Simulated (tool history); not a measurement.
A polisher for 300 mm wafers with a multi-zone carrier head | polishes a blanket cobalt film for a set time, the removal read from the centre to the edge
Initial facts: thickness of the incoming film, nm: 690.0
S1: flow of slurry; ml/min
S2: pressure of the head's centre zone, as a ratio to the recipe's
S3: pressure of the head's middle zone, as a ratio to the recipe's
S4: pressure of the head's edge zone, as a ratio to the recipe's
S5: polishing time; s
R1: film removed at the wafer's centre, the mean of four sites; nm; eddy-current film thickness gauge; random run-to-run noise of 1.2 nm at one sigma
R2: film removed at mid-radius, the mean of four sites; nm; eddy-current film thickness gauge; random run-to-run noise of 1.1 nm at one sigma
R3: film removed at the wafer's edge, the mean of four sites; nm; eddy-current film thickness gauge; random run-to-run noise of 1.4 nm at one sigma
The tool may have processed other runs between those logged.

| run | hour | S1 | S2 | S3 | S4 | S5 | R1 | R2 | R3 |
|---|---|---|---|---|---|---|---|---|---|
| 1 | 0.0 | 270 | 1.00 | 1.00 | 1.00 | 35 | 136.20 | 138.39 | 140.18 |
| 2 | 4.4 | 315 | 1.00 | 1.00 | 1.00 | 35 | 140.22 | 138.93 | 140.65 |
| 3 | 8.0 | 300 | 0.99 | 0.98 | 1.04 | 36 | 140.75 | 142.00 | 149.76 |
| 4 | 8.8 | 300 | 0.99 | 0.98 | 1.04 | 39 | 152.82 | 153.79 | 159.73 |
| 5 | 16.9 | 300 | 0.98 | 0.96 | 1.07 | 39 | 148.86 | 151.61 | 164.35 |
| 6 | 25.0 | 300 | 0.98 | 0.96 | 1.00 | 39 | 150.45 | 152.80 | 157.36 |
| 7 | 30.8 | 305 | 0.98 | 0.94 | 1.04 | 39 | 149.45 | 147.64 | 161.68 |
| 8 | 32.9 | 315 | 0.98 | 0.94 | 1.07 | 39 | 152.46 | 149.01 | 162.46 |
| 9 | 35.9 | 315 | 0.98 | 0.94 | 1.07 | 39 | 150.27 | 147.69 | 161.15 |
| 10 | 42.3 | 295 | 0.98 | 0.93 | 1.10 | 40 | 155.72 | 149.85 | 170.60 |

What will run 11 give?
| 11 | 45.0 | 285 | 0.97 | 0.93 | 1.12 | 40 | ? | ? | ? |

{"run 11": {"R1": 152.99, "R2": 148.56, "R3": 167.95}}
